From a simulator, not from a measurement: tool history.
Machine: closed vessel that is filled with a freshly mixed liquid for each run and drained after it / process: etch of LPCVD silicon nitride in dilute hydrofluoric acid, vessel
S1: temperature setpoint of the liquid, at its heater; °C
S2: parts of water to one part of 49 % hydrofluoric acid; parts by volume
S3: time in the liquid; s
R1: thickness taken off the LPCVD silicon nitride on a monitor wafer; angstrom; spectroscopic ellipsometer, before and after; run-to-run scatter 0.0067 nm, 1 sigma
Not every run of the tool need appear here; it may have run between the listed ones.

| run | hour | S1 | S2 | S3 | R1 |
|---|---|---|---|---|---|
| 1 | 0 | 24 | 265 | 1000 | 19.403 |
| 2 | 6.5 | 23 | 270 | 1000 | 18.109 |
| 3 | 9.5 | 22.5 | 275 | 1000 | 17.169 |
| 4 | 12.9 | 22 | 280 | 1000 | 16.404 |
| 5 | 20.4 | 21.5 | 285 | 1000 | 15.543 |
| 6 | 25.9 | 21 | 290 | 1000 | 14.89 |
| 7 | 32.5 | 20.5 | 295 | 1000 | 14.086 |
| 8 | 40.7 | 20 | 300 | 1000 | 13.519 |

For run 9, what comes out?
| 9 | 45.6 | 19.5 | 305 | 1000 | ? |

{"run 9": {"R1": 12.771}}

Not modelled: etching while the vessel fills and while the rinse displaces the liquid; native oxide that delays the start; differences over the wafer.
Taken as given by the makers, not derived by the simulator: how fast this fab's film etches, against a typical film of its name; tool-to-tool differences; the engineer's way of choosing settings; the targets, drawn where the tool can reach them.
